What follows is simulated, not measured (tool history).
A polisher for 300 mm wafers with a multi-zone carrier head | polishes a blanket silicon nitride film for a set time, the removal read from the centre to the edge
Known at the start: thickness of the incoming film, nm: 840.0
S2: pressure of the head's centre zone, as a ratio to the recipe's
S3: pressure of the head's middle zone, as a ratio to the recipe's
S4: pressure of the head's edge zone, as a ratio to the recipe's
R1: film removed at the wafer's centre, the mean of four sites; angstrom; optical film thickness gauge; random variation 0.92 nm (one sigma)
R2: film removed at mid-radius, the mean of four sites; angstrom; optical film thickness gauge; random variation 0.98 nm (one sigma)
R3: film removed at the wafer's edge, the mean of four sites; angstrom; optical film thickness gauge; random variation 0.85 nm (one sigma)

Run 1, day 0: flow of slurry (ml/min) 285, S2 1, S3 1, S4 1, polishing time (s) 56. Result: R1 595.82 angstrom, R2 596.75 angstrom, R3 615.13 angstrom.
Run 2, day 0.083: flow of slurry (ml/min) 330, S2 1, S3 1, S4 1, polishing time (s) 56. Result: R1 624.61 angstrom, R2 613.63 angstrom, R3 614.42 angstrom.
Run 3, day 0.121: flow of slurry (ml/min) 315, S2 0.99, S3 1.02, S4 1.02, polishing time (s) 59. Result: R1 648.66 angstrom, R2 646.29 angstrom, R3 655.31 angstrom.
Run 4, day 0.225: flow of slurry (ml/min) 315, S2 0.99, S3 1.02, S4 1.02, polishing time (s) 48. Result: R1 516.44 angstrom, R2 518.11 angstrom, R3 530.13 angstrom.
Run 5, day 0.342: flow of slurry (ml/min) 290, S2 0.99, S3 1.02, S4 1.02, polishing time (s) 48. Result: R1 526.64 angstrom, R2 520.74 angstrom, R3 529.44 angstrom.
Run 6, day 0.488: flow of slurry (ml/min) 285, S2 0.96, S3 1.03, S4 1.03, polishing time (s) 54. Result: R1 557.14 angstrom, R2 590.1 angstrom, R3 597.17 angstrom.

The next listed run, before its measurement:
Run 7, day 0.554: flow of slurry (ml/min) 275, S2 0.95, S3 1.04, S4 1.04, polishing time (s) 58. Result: R1 ?, R2 ?, R3 ?.

R1: 585.42 angstrom
R2: 646.76 angstrom
R3: 641.83 angstrom

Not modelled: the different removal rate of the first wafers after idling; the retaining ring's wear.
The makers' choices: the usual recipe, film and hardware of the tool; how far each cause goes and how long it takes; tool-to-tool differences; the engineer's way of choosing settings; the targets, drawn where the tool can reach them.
